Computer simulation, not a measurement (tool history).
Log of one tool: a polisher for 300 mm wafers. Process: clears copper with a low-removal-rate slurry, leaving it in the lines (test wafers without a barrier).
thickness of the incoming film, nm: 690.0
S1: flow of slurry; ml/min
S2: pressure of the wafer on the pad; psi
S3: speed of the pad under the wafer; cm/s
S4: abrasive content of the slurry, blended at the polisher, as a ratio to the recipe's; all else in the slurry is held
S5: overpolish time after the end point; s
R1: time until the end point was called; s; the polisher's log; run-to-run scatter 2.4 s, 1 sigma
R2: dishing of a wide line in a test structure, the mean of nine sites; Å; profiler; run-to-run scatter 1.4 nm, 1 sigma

| run | hour | S1 | S2 | S3 | S4 | S5 | R1 | R2 |
|---|---|---|---|---|---|---|---|---|
| 1 | 0.0 | 290 | 3.7 | 124 | 1.00 | 23 | 135.24 | 823.49 |
| 2 | 8.0 | 290 | 3.7 | 122 | 1.00 | 27 | 142.10 | 926.59 |
| 3 | 9.8 | 290 | 3.7 | 152 | 1.00 | 27 | 117.95 | 1023.30 |
| 4 | 12.4 | 290 | 3.7 | 152 | 0.90 | 27 | 119.70 | 1004.00 |
| 5 | 13.9 | 295 | 3.6 | 148 | 0.95 | 29 | 121.87 | 1029.00 |
| 6 | 18.8 | 295 | 3.5 | 142 | 1.00 | 32 | 132.55 | 1073.00 |
| 7 | 25.1 | 295 | 3.5 | 140 | 1.00 | 34 | 131.42 | 1119.90 |

Predict the results of run 8:
| 8 | 28.9 | 290 | 3.1 | 138 | 1.00 | 39 | ? | ? |

Run 8 measured R1 153.28 s, R2 1077.30 Å.

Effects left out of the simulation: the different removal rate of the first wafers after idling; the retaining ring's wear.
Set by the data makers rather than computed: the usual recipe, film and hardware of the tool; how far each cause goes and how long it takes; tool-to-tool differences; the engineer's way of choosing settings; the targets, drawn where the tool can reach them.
